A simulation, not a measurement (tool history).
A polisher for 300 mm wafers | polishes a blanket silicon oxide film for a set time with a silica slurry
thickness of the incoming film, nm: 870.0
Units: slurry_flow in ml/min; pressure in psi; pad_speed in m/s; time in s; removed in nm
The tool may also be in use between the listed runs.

| run | hour | slurry_flow | pressure | pad_speed | slurry_solids | time | removed |
|---|---|---|---|---|---|---|---|
| 1 | 0.0 | 240 | 5.5 | 1.54 | 1.0 | 62 | 267.46 |
| 2 | 6.0 | 195 | 5.5 | 1.54 | 1.0 | 62 | 256.94 |
| 3 | 12.7 | 250 | 5.5 | 1.54 | 1.0 | 62 | 269.65 |
| 4 | 20.6 | 240 | 5.0 | 1.54 | 1.0 | 62 | 245.25 |
| 5 | 21.8 | 230 | 4.6 | 1.54 | 1.0 | 62 | 223.28 |
| 6 | 26.4 | 230 | 3.8 | 1.54 | 1.0 | 62 | 184.14 |

The next listed run, before its measurement:
| 7 | 35.4 | 220 | 3.7 | 1.54 | 1.0 | 62 | ? |

Run 7 gave removed 181.01 nm.
